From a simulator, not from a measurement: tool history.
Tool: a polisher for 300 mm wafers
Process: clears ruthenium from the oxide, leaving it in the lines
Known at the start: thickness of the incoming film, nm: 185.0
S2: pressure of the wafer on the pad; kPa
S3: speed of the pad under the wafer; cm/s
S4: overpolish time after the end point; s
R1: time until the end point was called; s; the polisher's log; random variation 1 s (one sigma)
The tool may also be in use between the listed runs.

Run 1, hour 0: flow of slurry (ml/min) 225, S2 16.5 kPa, S3 120 cm/s, S4 6 s. Result: R1 103.45 s.
Run 2, hour 7.7: flow of slurry (ml/min) 225, S2 17.9 kPa, S3 122 cm/s, S4 6 s. Result: R1 94.091 s.
Run 3, hour 16.2: flow of slurry (ml/min) 225, S2 19.3 kPa, S3 124 cm/s, S4 6 s. Result: R1 85.023 s.
Run 4, hour 19.7: flow of slurry (ml/min) 225, S2 19.3 kPa, S3 144 cm/s, S4 6 s. Result: R1 72.872 s.
Run 5, hour 22.8: flow of slurry (ml/min) 225, S2 19.3 kPa, S3 130 cm/s, S4 6 s. Result: R1 81.918 s.
Run 6, hour 24.4: flow of slurry (ml/min) 225, S2 19.3 kPa, S3 106 cm/s, S4 6 s. Result: R1 97.626 s.
At hour 31: head pressure recalibrated.
Run 7, hour 31: flow of slurry (ml/min) 225, S2 19.3 kPa, S3 106 cm/s, S4 6 s. Result: R1 90.657 s.
Run 8, hour 31.7: flow of slurry (ml/min) 225, S2 20 kPa, S3 108 cm/s, S4 6 s. Result: R1 86.461 s.
Run 9, hour 40.1: flow of slurry (ml/min) 225, S2 20.7 kPa, S3 108 cm/s, S4 6 s. Result: R1 85.012 s.

Forecast run 10:
Run 10, hour 45.6: flow of slurry (ml/min) 225, S2 21.4 kPa, S3 108 cm/s, S4 6 s. Result: R1 ?.

R1: 82.54 s

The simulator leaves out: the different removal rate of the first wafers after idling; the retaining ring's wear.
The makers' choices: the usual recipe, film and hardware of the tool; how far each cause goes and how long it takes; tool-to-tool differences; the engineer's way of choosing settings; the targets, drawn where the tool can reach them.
